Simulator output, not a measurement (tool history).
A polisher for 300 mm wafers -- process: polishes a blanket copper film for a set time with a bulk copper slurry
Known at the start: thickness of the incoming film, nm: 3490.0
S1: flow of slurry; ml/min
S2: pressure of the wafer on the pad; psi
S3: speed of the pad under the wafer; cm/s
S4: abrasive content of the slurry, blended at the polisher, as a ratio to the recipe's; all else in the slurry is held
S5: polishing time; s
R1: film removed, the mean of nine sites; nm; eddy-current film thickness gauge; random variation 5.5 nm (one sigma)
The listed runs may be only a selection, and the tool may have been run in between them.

{"run": 1, "hour": 0.0, "S1": 130, "S2": 1.9, "S3": 104, "S4": 1.0, "S5": 126, "R1": 832.41}
{"run": 2, "hour": 2.2, "S1": 130, "S2": 1.7, "S3": 104, "S4": 1.0, "S5": 126, "R1": 742.15}
{"run": 3, "hour": 3.8, "S1": 125, "S2": 1.6, "S3": 104, "S4": 1.0, "S5": 126, "R1": 709.83}
{"run": 4, "hour": 5.8, "S1": 155, "S2": 1.6, "S3": 104, "S4": 1.0, "S5": 126, "R1": 735.65}
{"run": 5, "hour": 14.2, "S1": 155, "S2": 1.6, "S3": 104, "S4": 1.0, "S5": 132, "R1": 760.08}
{"run": 6, "hour": 21.8, "S1": 155, "S2": 1.6, "S3": 104, "S4": 1.0, "S5": 126, "R1": 729.8}
{"run": 7, "hour": 28.3, "S1": 150, "S2": 1.5, "S3": 104, "S4": 1.0, "S5": 126, "R1": 687.91}
{"run": 8, "hour": 33.5, "S1": 120, "S2": 1.2, "S3": 104, "S4": 1.0, "S5": 126, "R1": 528.41}
{"run": 9, "hour": 38.1, "S1": 125, "S2": 1.2, "S3": 104, "S4": 1.0, "S5": 126, "R1": 520.56}
{"run": 10, "hour": 39.8, "S1": 135, "S2": 1.2, "S3": 104, "S4": 1.0, "S5": 126, "R1": 541.66}

What does the tool deliver on the next run?
{"run": 11, "hour": 44.3, "S1": 140, "S2": 1.2, "S3": 104, "S4": 1.0, "S5": 126, "R1": "?"}

R1: 546.66 nm
